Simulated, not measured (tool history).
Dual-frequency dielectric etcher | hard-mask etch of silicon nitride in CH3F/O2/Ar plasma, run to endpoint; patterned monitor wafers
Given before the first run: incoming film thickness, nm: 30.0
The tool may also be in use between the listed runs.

| run | day | source power (kW) | bias power (kW) | endpoint time (s) |
|---|---|---|---|---|
| 1 | 0 | 0.3 | 0.078 | 50.744 |
| 2 | 0.333 | 0.3 | 0.092 | 46.319 |
| 3 | 0.625 | 0.27 | 0.085 | 51.178 |
| 4 | 0.675 | 0.27 | 0.078 | 53.338 |
| 5 | 0.783 | 0.31 | 0.078 | 49.745 |
| 6 | 0.979 | 0.28 | 0.076 | 52.874 |
| 7 | 1.221 | 0.26 | 0.075 | 55.194 |
| 8 | 1.508 | 0.24 | 0.074 | 57.948 |

Estimate the outcome of run 9 from the log above:
| 9 | 1.783 | 0.23 | 0.073 | ? |

endpoint time (s): 59.3

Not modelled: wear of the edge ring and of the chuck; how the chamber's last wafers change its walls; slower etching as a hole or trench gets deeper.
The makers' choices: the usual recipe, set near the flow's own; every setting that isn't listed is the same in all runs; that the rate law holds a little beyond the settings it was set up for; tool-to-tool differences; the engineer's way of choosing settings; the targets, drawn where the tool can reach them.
